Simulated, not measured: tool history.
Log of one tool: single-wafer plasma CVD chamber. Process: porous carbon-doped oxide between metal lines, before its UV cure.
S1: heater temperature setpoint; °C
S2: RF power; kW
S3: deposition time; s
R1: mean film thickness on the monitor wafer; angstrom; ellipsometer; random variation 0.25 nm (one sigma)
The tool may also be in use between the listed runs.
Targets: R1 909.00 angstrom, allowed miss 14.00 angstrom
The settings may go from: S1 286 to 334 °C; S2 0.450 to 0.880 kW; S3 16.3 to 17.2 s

| run | hour | S1 | S2 | S3 | R1 |
|---|---|---|---|---|---|
| 1 | 0.0 | 310 | 0.665 | 17.2 | 1118.50 |
| 2 | 6.0 | 310 | 0.745 | 17.2 | 1242.60 |
| 3 | 8.9 | 310 | 0.745 | 16.3 | 1179.40 |
| 4 | 10.9 | 315 | 0.715 | 16.3 | 1110.40 |
| 5 | 13.2 | 311 | 0.715 | 16.3 | 1127.90 |
| 6 | 14.6 | 311 | 0.715 | 17.2 | 1190.50 |
| 7 | 17.0 | 315 | 0.685 | 17.2 | 1122.30 |
| 8 | 23.8 | 319 | 0.660 | 17.2 | 1064.90 |
| 9 | 29.5 | 322 | 0.645 | 17.2 | 1022.40 |
| 10 | 32.7 | 324 | 0.635 | 17.2 | 1005.20 |
| 11 | 37.0 | 326 | 0.625 | 17.2 | 977.49 |
| 12 | 41.6 | 328 | 0.620 | 17.2 | 961.32 |
| 13 | 47.4 | 334 | 0.590 | 17.2 | 894.40 |
| 14 | 54.3 | 333 | 0.590 | 17.2 | 898.79 |

Which of these 4 next moves meets every target?
| A | 61.2 | 333 | 0.600 | 17.1 | ? |
| B | 61.2 | 326 | 0.570 | 17.0 | ? |
| C | 61.2 | 331 | 0.580 | 16.9 | ? |
| D | 61.2 | 331 | 0.620 | 16.9 | ? |

| move | R1 |
|---|---|
| A | 903.60 |
| B | 876.52 |
| C | 869.28 |
| D | 931.83 |
A: meets every target
B: further off than the last run
C: further off than the last run
D: takes the result that was furthest off past its target
Move A is the one to make.
